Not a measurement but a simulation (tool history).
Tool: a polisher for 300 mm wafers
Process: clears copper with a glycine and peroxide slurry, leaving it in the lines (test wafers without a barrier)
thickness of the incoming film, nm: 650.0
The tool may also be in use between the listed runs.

run  hour  flow of slurry (ml/min)  pressure of the wafer on the pad (psi)  speed of the pad under the wafer (cm/s)  overpolish time after the end point (s)  time until the end point was called (s)  dishing of a wide line in a test structure (angstrom)
  1   0.0                      160                                     2.4                                      126                                       24                                   132.81                                                 839.54
  2   8.2                      180                                     2.4                                      126                                       24                                   130.09                                                 835.58
  3   8.9                      180                                     2.4                                      126                                       30                                   128.71                                                1013.50
  4  11.0                      180                                     1.9                                      126                                       30                                   146.54                                                 902.92
  5  15.7                      180                                     1.9                                      114                                       30                                   161.14                                                 854.03
  6  20.6                      180                                     1.9                                      114                                       21                                   158.68                                                 651.55
  7  28.0                      180                                     2.2                                      114                                       25                                   141.88                                                 818.42

Run 8 comes next. What will it give?
  8  30.0                      185                                     2.3                                      112                                       28                                        ?                                                      ?

time until the end point was called (s): 140.32
dishing of a wide line in a test structure (angstrom): 857.07

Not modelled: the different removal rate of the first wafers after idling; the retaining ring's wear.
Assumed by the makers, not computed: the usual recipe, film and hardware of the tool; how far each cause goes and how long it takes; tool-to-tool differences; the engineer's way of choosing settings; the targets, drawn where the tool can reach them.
